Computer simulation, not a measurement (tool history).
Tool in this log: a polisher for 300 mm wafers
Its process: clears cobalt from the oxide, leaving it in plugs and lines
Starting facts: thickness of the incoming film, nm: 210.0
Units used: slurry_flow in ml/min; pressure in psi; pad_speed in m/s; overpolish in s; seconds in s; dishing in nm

run  hour  slurry_flow  pressure  pad_speed  overpolish  seconds  dishing
  1   0.0          165       2.5       1.12          13   28.474   52.930
  2   3.0          165       2.5       1.12          17   28.079   55.865
  3   9.2          190       2.5       1.12          17   26.750   55.513
  4  12.5          180       2.4       1.12          17   28.811   56.106
  5  14.8          170       2.3       1.12          17   30.196   53.933
  6  23.7          170       2.3       1.12          22   30.104   60.946
  7  28.4          170       2.3       1.12          22   30.212   57.664
  8  36.0          160       2.2       1.12          22   31.863   56.394
  9  40.9          130       1.6       1.12          23   45.570   53.213
 10  47.1          140       1.6       1.12          23   44.303   52.400
 11  47.9          145       1.6       1.12          23   44.514   53.603
 12  54.0          150       1.6       1.12          23   43.994   55.217
 13  62.2          155       1.6       1.12          22   44.437   53.201
 14  66.9          160       1.6       1.12          22   42.957   51.291
 15  68.0          165       1.6       1.12          22   42.458   53.120
 16  73.4          170       1.6       1.12          22   42.494   52.704

Run 17 comes next. What will it give?
 17  76.7          175       1.6       1.12          22        ?        ?

seconds: 42.766 s
dishing: 54.552 nm
